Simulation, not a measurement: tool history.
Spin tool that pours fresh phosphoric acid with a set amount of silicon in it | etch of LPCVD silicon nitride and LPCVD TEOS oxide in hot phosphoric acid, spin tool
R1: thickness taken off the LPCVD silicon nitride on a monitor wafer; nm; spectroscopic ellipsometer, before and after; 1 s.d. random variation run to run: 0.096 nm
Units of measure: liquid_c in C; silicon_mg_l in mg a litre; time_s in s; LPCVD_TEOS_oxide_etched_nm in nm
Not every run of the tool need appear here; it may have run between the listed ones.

Run 1, hour 0: liquid_c 163 C, silicon_mg_l 18 mg a litre, time_s 180 s. Result: R1 18.567 nm, LPCVD_TEOS_oxide_etched_nm 0.5804 nm.
Run 2, hour 6.5: liquid_c 163.5 C, silicon_mg_l 22 mg a litre, time_s 180 s. Result: R1 18.892 nm, LPCVD_TEOS_oxide_etched_nm 0.55806 nm.
Run 3, hour 7.2: liquid_c 163.5 C, silicon_mg_l 12.5 mg a litre, time_s 180 s. Result: R1 18.922 nm, LPCVD_TEOS_oxide_etched_nm 0.6695 nm.
Run 4, hour 10.3: liquid_c 163.5 C, silicon_mg_l 12.5 mg a litre, time_s 245 s. Result: R1 25.764 nm, LPCVD_TEOS_oxide_etched_nm 0.91581 nm.
Run 5, hour 15.7: liquid_c 162.5 C, silicon_mg_l 16 mg a litre, time_s 245 s. Result: R1 24.885 nm, LPCVD_TEOS_oxide_etched_nm 0.84069 nm.
Run 6, hour 23.2: liquid_c 162.5 C, silicon_mg_l 8 mg a litre, time_s 245 s. Result: R1 24.741 nm, LPCVD_TEOS_oxide_etched_nm 1.0709 nm.
Run 7, hour 27.8: liquid_c 162 C, silicon_mg_l 13 mg a litre, time_s 245 s. Result: R1 24.455 nm, LPCVD_TEOS_oxide_etched_nm 0.83428 nm.
Run 8, hour 30.9: liquid_c 161.5 C, silicon_mg_l 16 mg a litre, time_s 245 s. Result: R1 24.114 nm, LPCVD_TEOS_oxide_etched_nm 0.73231 nm.
Run 9, hour 34.7: liquid_c 161 C, silicon_mg_l 18 mg a litre, time_s 245 s. Result: R1 23.595 nm, LPCVD_TEOS_oxide_etched_nm 0.66562 nm.
Run 10, hour 40: liquid_c 160.5 C, silicon_mg_l 20 mg a litre, time_s 245 s. Result: R1 23.322 nm, LPCVD_TEOS_oxide_etched_nm 0.64596 nm.
Run 11, hour 41.5: liquid_c 160.5 C, silicon_mg_l 22 mg a litre, time_s 245 s. Result: R1 23.211 nm, LPCVD_TEOS_oxide_etched_nm 0.64063 nm.

Run 12 comes next. What will it give?
Run 12, hour 44.5: liquid_c 160.5 C, silicon_mg_l 25 mg a litre, time_s 245 s. Result: R1 ?, LPCVD_TEOS_oxide_etched_nm ?.

Run 12 yielded R1 23.154 nm, LPCVD_TEOS_oxide_etched_nm 0.50799 nm.
